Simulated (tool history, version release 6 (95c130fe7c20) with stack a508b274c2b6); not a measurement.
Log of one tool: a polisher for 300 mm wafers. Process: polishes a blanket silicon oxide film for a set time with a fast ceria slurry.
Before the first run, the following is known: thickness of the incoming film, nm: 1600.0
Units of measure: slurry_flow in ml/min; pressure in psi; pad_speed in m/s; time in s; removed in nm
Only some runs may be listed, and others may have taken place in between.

run 1 hour=0.0 | slurry_flow=140 pressure=3.2 pad_speed=1.18 time=15 | removed=329.60
run 2 hour=2.7 | slurry_flow=135 pressure=3.1 pad_speed=1.18 time=15 | removed=315.39
run 3 hour=7.3 | slurry_flow=105 pressure=3.1 pad_speed=1.18 time=15 | removed=301.03
run 4 hour=14.5 | slurry_flow=105 pressure=3.1 pad_speed=1.44 time=15 | removed=369.58
run 5 hour=20.4 | slurry_flow=85 pressure=3.1 pad_speed=1.44 time=15 | removed=353.03
run 6 hour=27.5 | slurry_flow=85 pressure=3.1 pad_speed=1.34 time=15 | removed=328.59

Run 7 has not been measured yet. What should we expect?
run 7 hour=30.8 | slurry_flow=85 pressure=3.0 pad_speed=1.34 time=15 | removed=?

removed: 320.22 nm
